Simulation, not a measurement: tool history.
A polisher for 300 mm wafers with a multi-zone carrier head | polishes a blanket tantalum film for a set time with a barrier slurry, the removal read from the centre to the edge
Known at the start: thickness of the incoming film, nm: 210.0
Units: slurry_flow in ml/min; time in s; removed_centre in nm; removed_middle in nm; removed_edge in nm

| run | day | slurry_flow | centre_zone | middle_zone | edge_zone | slurry_solids | time | removed_centre | removed_middle | removed_edge |
|---|---|---|---|---|---|---|---|---|---|---|
| 1 | 0 | 295 | 1 | 1 | 1 | 1 | 55 | 80.934 | 82.36 | 82.025 |
| 2 | 0.062 | 295 | 1 | 1 | 1 | 1 | 63 | 92.168 | 93.646 | 92.172 |
| 3 | 0.221 | 300 | 1.02 | 1.02 | 1.04 | 1.1 | 63 | 97.522 | 98.772 | 98.173 |
| 4 | 0.3 | 300 | 1.02 | 0.96 | 1.04 | 1.1 | 63 | 97.982 | 93.548 | 97.463 |
| 5 | 0.438 | 300 | 1.02 | 0.93 | 1.04 | 1.1 | 63 | 99.3 | 90.279 | 97.89 |
| 6 | 0.767 | 300 | 1.02 | 0.93 | 1.04 | 1.1 | 50 | 78.451 | 72.112 | 77.568 |
| 7 | 1.067 | 305 | 1.03 | 0.97 | 1.07 | 1.2 | 53 | 84.841 | 82.98 | 85.145 |

Run 8 comes next. What will it give?
| 8 | 1.438 | 305 | 1.03 | 0.97 | 1.07 | 1.2 | 53 | ? | ? | ? |

{"run 8": {"removed_centre": 84.586, "removed_middle": 82.175, "removed_edge": 85.52}}
